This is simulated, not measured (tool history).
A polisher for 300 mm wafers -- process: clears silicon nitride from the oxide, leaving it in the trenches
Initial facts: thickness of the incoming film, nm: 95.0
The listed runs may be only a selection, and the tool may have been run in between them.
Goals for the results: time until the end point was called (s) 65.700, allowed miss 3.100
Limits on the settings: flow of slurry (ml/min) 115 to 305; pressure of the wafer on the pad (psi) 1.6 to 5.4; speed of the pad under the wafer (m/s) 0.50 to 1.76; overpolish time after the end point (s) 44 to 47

run	hour	flow of slurry (ml/min)	pressure of the wafer on the pad (psi)	speed of the pad under the wafer (m/s)	overpolish time after the end point (s)	time until the end point was called (s)
1	0.0	195	3.5	1.12	44	98.842
2	6.6	195	3.7	1.12	44	93.796
3	7.9	195	3.9	1.12	44	90.116
4	16.3	195	3.9	1.12	44	90.293
5	23.6	195	3.9	1.12	47	90.954
6	27.0	195	4.1	1.12	47	85.785
7	33.9	195	4.2	1.12	47	82.993
8	36.9	195	4.3	1.12	47	81.526
9	38.3	195	4.3	1.12	47	81.327
10	40.6	195	4.4	1.12	47	80.604
11	43.6	195	4.5	1.12	47	78.409
12	51.7	195	4.6	1.12	47	76.036
13	56.8	195	4.7	1.12	47	75.231
14	57.9	195	4.8	1.12	47	72.174
15	59.2	195	5.0	1.12	47	70.239

5 candidate next runs follow, results not yet known. Just one meets every target within its allowed miss. Identify it.
A	60.5	200	4.9	1.10	47	?
B	60.5	180	4.9	1.08	44	?
C	60.5	185	5.4	1.24	47	?
D	60.5	205	5.1	1.18	47	?
E	60.5	200	4.9	1.12	47	?

move	time until the end point was called (s)
A	72.215
B	74.273
C	61.030
D	65.892
E	71.318
A: the biggest miss grows against the last run
B: the biggest miss grows against the last run
C: moves the result that the last run missed by most past its target, out the other side
D: meets every target
E: the biggest miss grows against the last run
D meets every target.
